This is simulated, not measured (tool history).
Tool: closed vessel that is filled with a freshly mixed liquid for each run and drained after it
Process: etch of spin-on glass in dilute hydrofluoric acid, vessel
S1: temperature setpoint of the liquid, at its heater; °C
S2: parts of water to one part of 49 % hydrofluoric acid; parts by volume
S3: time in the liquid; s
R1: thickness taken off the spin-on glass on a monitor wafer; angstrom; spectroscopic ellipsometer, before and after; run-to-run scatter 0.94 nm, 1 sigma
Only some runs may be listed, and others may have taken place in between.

| run | hour | S1 | S2 | S3 | R1 |
|---|---|---|---|---|---|
| 1 | 0.0 | 25.0 | 185 | 125 | 202.07 |
| 2 | 1.8 | 23.5 | 185 | 125 | 191.88 |
| 3 | 9.0 | 23.5 | 185 | 135 | 209.69 |
| 4 | 14.5 | 23.5 | 185 | 125 | 193.20 |
|  | 18.8 | thermometer replaced |
| 5 | 18.8 | 27.0 | 185 | 125 | 240.57 |
| 6 | 23.2 | 28.0 | 165 | 125 | 285.14 |

Expected results for the next run?
| 7 | 26.2 | 28.5 | 145 | 125 | ? |

{"run 7": {"R1": 336.79}}
